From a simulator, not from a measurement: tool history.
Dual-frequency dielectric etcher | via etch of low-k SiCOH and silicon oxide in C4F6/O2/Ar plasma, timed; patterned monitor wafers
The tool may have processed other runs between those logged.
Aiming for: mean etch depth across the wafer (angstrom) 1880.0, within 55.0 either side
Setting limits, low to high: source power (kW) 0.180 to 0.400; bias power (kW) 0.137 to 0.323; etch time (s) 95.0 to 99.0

| run | day | source power (kW) | bias power (kW) | etch time (s) | mean etch depth across the wafer (angstrom) |
|---|---|---|---|---|---|
| 1 | 0.000 | 0.290 | 0.230 | 95.0 | 2234.2 |
| 2 | 0.171 | 0.270 | 0.219 | 95.0 | 2117.4 |
| 3 | 0.262 | 0.270 | 0.219 | 95.0 | 2136.3 |
| 4 | 0.525 | 0.270 | 0.219 | 99.0 | 2224.9 |
| 5 | 0.683 | 0.270 | 0.195 | 99.0 | 2176.1 |
| 6 | 0.783 | 0.270 | 0.220 | 99.0 | 2210.3 |
|  | 1.112 | source power generator calibrated |
| 7 | 1.112 | 0.250 | 0.215 | 98.5 | 2151.3 |
| 8 | 1.412 | 0.240 | 0.206 | 98.0 | 2034.6 |
| 9 | 1.546 | 0.230 | 0.204 | 98.0 | 1988.2 |

Pick the move, out of 5, that brings all results within their allowed miss; only one does.
| A | 1.679 | 0.240 | 0.231 | 98.0 | ? |
| B | 1.679 | 0.190 | 0.234 | 96.0 | ? |
| C | 1.679 | 0.210 | 0.171 | 98.0 | ? |
| D | 1.679 | 0.230 | 0.179 | 96.0 | ? |
| E | 1.679 | 0.230 | 0.227 | 99.0 | ? |

| move | mean etch depth across the wafer (angstrom) |
|---|---|
| A | 2076.2 |
| B | 1730.5 |
| C | 1751.7 |
| D | 1849.2 |
| E | 2030.0 |
A: its largest miss is bigger than the last run's
B: takes the biggest miss from the last run beyond its target
C: takes the biggest miss from the last run beyond its target
D: all results in spec
E: its largest miss is bigger than the last run's
Correct choice: D, which meets every target
